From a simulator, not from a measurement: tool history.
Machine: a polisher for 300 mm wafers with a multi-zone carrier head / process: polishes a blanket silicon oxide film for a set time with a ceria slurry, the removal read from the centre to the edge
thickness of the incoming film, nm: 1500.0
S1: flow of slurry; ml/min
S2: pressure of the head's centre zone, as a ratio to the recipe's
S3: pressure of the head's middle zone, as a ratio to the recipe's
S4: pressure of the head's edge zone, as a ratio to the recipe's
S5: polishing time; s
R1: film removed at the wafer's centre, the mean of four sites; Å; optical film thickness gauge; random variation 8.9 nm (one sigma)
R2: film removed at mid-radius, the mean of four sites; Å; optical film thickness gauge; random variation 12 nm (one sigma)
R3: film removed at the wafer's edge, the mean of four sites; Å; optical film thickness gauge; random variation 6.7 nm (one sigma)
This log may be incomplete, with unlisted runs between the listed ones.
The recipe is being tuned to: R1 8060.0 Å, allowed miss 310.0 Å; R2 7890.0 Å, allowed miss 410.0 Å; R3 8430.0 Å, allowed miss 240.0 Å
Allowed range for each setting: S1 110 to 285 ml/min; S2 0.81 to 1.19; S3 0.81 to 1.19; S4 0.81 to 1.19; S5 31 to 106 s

| run | day | S1 | S2 | S3 | S4 | S5 | R1 | R2 | R3 |
|---|---|---|---|---|---|---|---|---|---|
| 1 | 0.000 | 180 | 1.00 | 1.00 | 1.00 | 68 | 6002.4 | 5970.4 | 6239.3 |
| 2 | 0.162 | 180 | 1.00 | 0.96 | 1.00 | 68 | 5985.0 | 5868.2 | 6218.6 |
| 3 | 0.221 | 185 | 1.01 | 0.98 | 1.02 | 71 | 6196.5 | 6346.6 | 6637.0 |
| 4 | 0.517 | 185 | 1.01 | 0.98 | 1.02 | 78 | 6813.3 | 6885.2 | 7213.9 |
| 5 | 0.833 | 190 | 1.03 | 0.98 | 1.04 | 79 | 7185.4 | 7001.8 | 7529.6 |
| 6 | 1.154 | 150 | 1.03 | 0.98 | 1.04 | 79 | 6603.1 | 6723.8 | 7259.0 |
| 7 | 1.450 | 165 | 1.03 | 0.99 | 1.05 | 79 | 6904.0 | 6795.5 | 7343.6 |
| 8 | 1.492 | 215 | 1.00 | 1.08 | 1.15 | 84 | 7627.4 | 8111.4 | 8447.2 |
| 9 | 1.754 | 220 | 1.01 | 1.07 | 1.15 | 84 | 7662.6 | 8144.3 | 8364.2 |
| 10 | 1.854 | 220 | 1.02 | 1.06 | 1.15 | 84 | 7560.9 | 8099.3 | 8538.9 |
| 11 | 1.975 | 220 | 1.04 | 1.05 | 1.14 | 84 | 7721.4 | 7894.0 | 8421.8 |

Which of these 4 next moves meets every target?
| A | 2.096 | 245 | 1.01 | 1.06 | 1.17 | 79 | ? | ? | ? |
| B | 2.096 | 165 | 0.95 | 1.00 | 1.17 | 88 | ? | ? | ? |
| C | 2.096 | 205 | 1.13 | 1.04 | 1.14 | 85 | ? | ? | ? |
| D | 2.096 | 225 | 0.90 | 1.06 | 1.18 | 85 | ? | ? | ? |

| move | R1 | R2 | R3 |
|---|---|---|---|
| A | 7180.1 | 7796.7 | 8133.1 |
| B | 7218.2 | 7771.3 | 8660.8 |
| C | 8008.7 | 8052.0 | 8474.8 |
| D | 7174.0 | 8298.9 | 8718.3 |
A: moves away from the targets compared with the last run
B: moves away from the targets compared with the last run
C: hits every target within its allowed miss
D: moves away from the targets compared with the last run
Answer: C

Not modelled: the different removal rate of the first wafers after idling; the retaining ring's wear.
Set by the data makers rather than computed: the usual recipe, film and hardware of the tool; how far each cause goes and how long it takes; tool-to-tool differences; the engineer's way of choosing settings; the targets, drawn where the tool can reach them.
